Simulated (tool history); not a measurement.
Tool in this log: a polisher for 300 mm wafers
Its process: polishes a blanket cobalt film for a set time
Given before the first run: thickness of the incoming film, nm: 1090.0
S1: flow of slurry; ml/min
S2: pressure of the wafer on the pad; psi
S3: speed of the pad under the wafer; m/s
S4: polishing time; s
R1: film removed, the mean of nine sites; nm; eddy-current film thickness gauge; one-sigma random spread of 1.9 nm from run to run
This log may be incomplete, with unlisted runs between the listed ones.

run	hour	S1	S2	S3	S4	R1
1	0.0	210	2.4	1.22	33	243.05
2	4.7	210	2.4	1.06	33	221.83
3	10.6	210	2.4	0.84	33	170.96
4	15.9	165	2.4	0.84	33	165.53
5	19.7	165	2.3	0.84	33	160.98
6	23.2	165	2.3	1.08	33	205.80
7	25.5	165	2.0	1.06	33	178.33

Run 8, settings as shown, results not yet in. Your forecast:
8	34.1	165	1.8	1.06	33	?

Run 8 came out at R1 158.15 nm.
